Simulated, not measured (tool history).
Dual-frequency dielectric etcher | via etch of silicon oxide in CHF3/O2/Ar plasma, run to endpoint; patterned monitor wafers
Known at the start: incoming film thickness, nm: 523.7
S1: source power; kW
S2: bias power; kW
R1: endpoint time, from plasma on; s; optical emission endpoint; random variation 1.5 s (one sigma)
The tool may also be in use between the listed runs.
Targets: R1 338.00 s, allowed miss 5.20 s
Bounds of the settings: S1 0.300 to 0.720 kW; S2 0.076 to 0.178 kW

{"run": 1, "day": 0.0, "S1": 0.51, "S2": 0.127, "R1": 284.68}
{"run": 2, "day": 0.162, "S1": 0.47, "S2": 0.125, "R1": 298.71}
{"run": 3, "day": 0.396, "S1": 0.41, "S2": 0.125, "R1": 321.16}
{"run": 4, "day": 0.671, "S1": 0.4, "S2": 0.125, "R1": 325.12}
{"run": 5, "day": 0.888, "S1": 0.31, "S2": 0.125, "R1": 382.72}
{"run": 6, "day": 1.238, "S1": 0.33, "S2": 0.125, "R1": 367.13}
{"run": 7, "day": 1.592, "S1": 0.34, "S2": 0.125, "R1": 358.91}
{"run": 8, "day": 1.625, "S1": 0.35, "S2": 0.125, "R1": 354.0}
{"run": 9, "day": 1.912, "S1": 0.36, "S2": 0.125, "R1": 346.43}

5 next moves are on the table. One of them brings every result within its allowed miss. Which?
{"run": "A", "day": 2.2, "S1": 0.4, "S2": 0.126, "R1": "?"}
{"run": "B", "day": 2.2, "S1": 0.37, "S2": 0.111, "R1": "?"}
{"run": "C", "day": 2.2, "S1": 0.42, "S2": 0.1, "R1": "?"}
{"run": "D", "day": 2.2, "S1": 0.38, "S2": 0.137, "R1": "?"}
{"run": "E", "day": 2.2, "S1": 0.38, "S2": 0.098, "R1": "?"}

move=A R1=326.28
move=B R1=352.30
move=C R1=336.09
move=D R1=328.58
move=E R1=357.46
A: takes the result that was furthest off past its target
B: further off than the last run
C: meets every target
D: takes the result that was furthest off past its target
E: further off than the last run
The right move is C.
